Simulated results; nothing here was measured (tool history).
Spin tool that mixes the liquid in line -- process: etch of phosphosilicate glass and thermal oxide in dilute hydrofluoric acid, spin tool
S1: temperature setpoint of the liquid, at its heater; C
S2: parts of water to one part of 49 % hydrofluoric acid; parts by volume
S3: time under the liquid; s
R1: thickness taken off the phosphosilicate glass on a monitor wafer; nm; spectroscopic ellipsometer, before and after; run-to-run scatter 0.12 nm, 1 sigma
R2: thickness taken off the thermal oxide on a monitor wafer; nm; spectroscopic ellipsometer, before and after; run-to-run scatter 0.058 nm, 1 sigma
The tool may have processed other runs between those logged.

run 1 hour=0 | S1=20 S2=270 S3=30 | R1=14.857 R2=0.25522
run 2 hour=4.8 | S1=22 S2=270 S3=30 | R1=15.913 R2=0.27315
run 3 hour=8.3 | S1=23.5 S2=270 S3=30 | R1=16.787 R2=0.36909
run 4 hour=14.4 | S1=23.5 S2=200 S3=30 | R1=24.426 R2=0.54176
run 5 hour=18.3 | S1=23.5 S2=200 S3=40 | R1=32.729 R2=0.78678
run 6 hour=23 | S1=23.5 S2=160 S3=40 | R1=43.067 R2=0.73812

Run 7 has not been measured yet. What should we expect?
run 7 hour=28.9 | S1=23 S2=175 S3=40 | R1=? R2=?

{"run 7": {"R1": 38.02, "R2": 0.70894}}
